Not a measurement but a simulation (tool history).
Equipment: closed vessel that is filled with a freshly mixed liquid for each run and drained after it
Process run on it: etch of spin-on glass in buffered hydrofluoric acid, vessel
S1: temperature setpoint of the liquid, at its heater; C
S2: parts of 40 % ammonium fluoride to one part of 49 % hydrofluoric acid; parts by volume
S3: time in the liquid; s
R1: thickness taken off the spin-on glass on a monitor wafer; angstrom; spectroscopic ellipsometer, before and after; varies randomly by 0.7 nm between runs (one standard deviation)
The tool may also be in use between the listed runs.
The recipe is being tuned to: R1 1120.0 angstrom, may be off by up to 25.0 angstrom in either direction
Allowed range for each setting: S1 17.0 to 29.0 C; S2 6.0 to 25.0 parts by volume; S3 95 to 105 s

run 1 day=0.000 | S1=21.0 S2=15.5 S3=95 | R1=1623.4
run 2 day=0.200 | S1=20.0 S2=16.5 S3=95 | R1=1438.5
run 3 day=0.367 | S1=20.0 S2=14.0 S3=95 | R1=1703.6
run 4 day=0.742 | S1=18.0 S2=14.0 S3=95 | R1=1517.0
run 5 day=0.817 | S1=18.0 S2=14.0 S3=95 | R1=1517.8
run 6 day=0.862 | S1=18.0 S2=14.0 S3=105 | R1=1677.8
-- day=1.004 hydrofluoric acid flow meter replaced
run 7 day=1.004 | S1=17.5 S2=15.5 S3=105 | R1=1345.8
run 8 day=1.146 | S1=17.5 S2=16.0 S3=105 | R1=1334.8
run 9 day=1.342 | S1=17.5 S2=16.5 S3=105 | R1=1272.0
run 10 day=1.438 | S1=17.5 S2=17.0 S3=105 | R1=1245.4
run 11 day=1.538 | S1=17.5 S2=17.5 S3=105 | R1=1205.2

Consider the 5 candidate settings below. Which is the only one whose results all fall within their allowed miss of target?
run A day=1.638 | S1=17.5 S2=16.0 S3=95 | R1=?
run B day=1.638 | S1=17.0 S2=17.0 S3=105 | R1=?
run C day=1.638 | S1=17.5 S2=19.5 S3=105 | R1=?
run D day=1.638 | S1=17.5 S2=18.0 S3=100 | R1=?
run E day=1.638 | S1=18.0 S2=18.5 S3=105 | R1=?

move=A R1=1173.5
move=B R1=1187.3
move=C R1=1066.8
move=D R1=1099.7
move=E R1=1156.3
A: closes in on the targets versus the last run, not all within tolerance yet
B: closes in on the targets versus the last run, not all within tolerance yet
C: takes the result that was furthest off past its target
D: meets every target
E: closes in on the targets versus the last run, not all within tolerance yet
Correct choice: D, which meets every target

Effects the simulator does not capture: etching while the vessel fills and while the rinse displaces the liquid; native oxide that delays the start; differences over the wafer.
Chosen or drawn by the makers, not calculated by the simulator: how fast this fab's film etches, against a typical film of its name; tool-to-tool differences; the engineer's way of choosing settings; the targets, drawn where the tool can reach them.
